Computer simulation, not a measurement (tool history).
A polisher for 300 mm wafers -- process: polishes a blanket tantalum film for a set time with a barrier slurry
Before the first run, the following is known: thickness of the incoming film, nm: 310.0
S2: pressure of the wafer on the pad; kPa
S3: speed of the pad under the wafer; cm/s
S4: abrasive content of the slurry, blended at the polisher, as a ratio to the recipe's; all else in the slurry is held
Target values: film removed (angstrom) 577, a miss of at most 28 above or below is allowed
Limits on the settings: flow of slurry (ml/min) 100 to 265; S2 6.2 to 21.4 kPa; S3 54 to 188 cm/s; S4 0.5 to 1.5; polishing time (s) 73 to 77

Run 1, hour 0: flow of slurry (ml/min) 170, S2 13.8 kPa, S3 120 cm/s, S4 1, polishing time (s) 73. Result: film removed (angstrom) 1745.4.
Run 2, hour 4.9: flow of slurry (ml/min) 170, S2 13.8 kPa, S3 120 cm/s, S4 1.1, polishing time (s) 73. Result: film removed (angstrom) 1772.3.
Run 3, hour 13: flow of slurry (ml/min) 170, S2 13.8 kPa, S3 120 cm/s, S4 0.9, polishing time (s) 73. Result: film removed (angstrom) 1689.3.
Run 4, hour 18.5: flow of slurry (ml/min) 190, S2 13.8 kPa, S3 120 cm/s, S4 0.9, polishing time (s) 73. Result: film removed (angstrom) 1655.9.
Run 5, hour 19.6: flow of slurry (ml/min) 190, S2 13.8 kPa, S3 120 cm/s, S4 0.9, polishing time (s) 73. Result: film removed (angstrom) 1648.1.
Run 6, hour 21.4: flow of slurry (ml/min) 190, S2 13.8 kPa, S3 138 cm/s, S4 0.9, polishing time (s) 73. Result: film removed (angstrom) 1930.1.
Run 7, hour 28.4: flow of slurry (ml/min) 175, S2 9.7 kPa, S3 104 cm/s, S4 0.8, polishing time (s) 73. Result: film removed (angstrom) 996.89.
Run 8, hour 32.4: flow of slurry (ml/min) 175, S2 9 kPa, S3 94 cm/s, S4 0.8, polishing time (s) 73. Result: film removed (angstrom) 833.87.
Run 9, hour 39.5: flow of slurry (ml/min) 175, S2 8.3 kPa, S3 90 cm/s, S4 0.8, polishing time (s) 73. Result: film removed (angstrom) 769.81.
Run 10, hour 43.5: flow of slurry (ml/min) 175, S2 8.3 kPa, S3 90 cm/s, S4 0.8, polishing time (s) 73. Result: film removed (angstrom) 773.6.
Run 11, hour 46.7: flow of slurry (ml/min) 175, S2 7.6 kPa, S3 86 cm/s, S4 0.8, polishing time (s) 73. Result: film removed (angstrom) 670.63.
Run 12, hour 52.3: flow of slurry (ml/min) 175, S2 6.9 kPa, S3 86 cm/s, S4 0.8, polishing time (s) 73. Result: film removed (angstrom) 642.06.
Run 13, hour 53.9: flow of slurry (ml/min) 175, S2 6.9 kPa, S3 84 cm/s, S4 0.8, polishing time (s) 73. Result: film removed (angstrom) 623.96.

Exactly one of the 5 candidate moves below puts every result within its allowed miss. Which one?
Run A, hour 55.5: flow of slurry (ml/min) 210, S2 7.6 kPa, S3 62 cm/s, S4 1, polishing time (s) 74. Result: film removed (angstrom) ?.
Run B, hour 55.5: flow of slurry (ml/min) 155, S2 10.3 kPa, S3 92 cm/s, S4 0.5, polishing time (s) 77. Result: film removed (angstrom) ?.
Run C, hour 55.5: flow of slurry (ml/min) 200, S2 6.9 kPa, S3 94 cm/s, S4 0.7, polishing time (s) 75. Result: film removed (angstrom) ?.
Run D, hour 55.5: flow of slurry (ml/min) 145, S2 6.2 kPa, S3 90 cm/s, S4 1, polishing time (s) 73. Result: film removed (angstrom) ?.
Run E, hour 55.5: flow of slurry (ml/min) 175, S2 7.6 kPa, S3 88 cm/s, S4 0.7, polishing time (s) 77. Result: film removed (angstrom) ?.

move  film removed (angstrom)
   A                    581.2
   B                    643.8
   C                    669.1
   D                   675.15
   E                   683.53
A: every result lands within tolerance
B: lands further from the targets than the last run did
C: lands further from the targets than the last run did
D: lands further from the targets than the last run did
E: lands further from the targets than the last run did
Correct choice: A, which meets every target
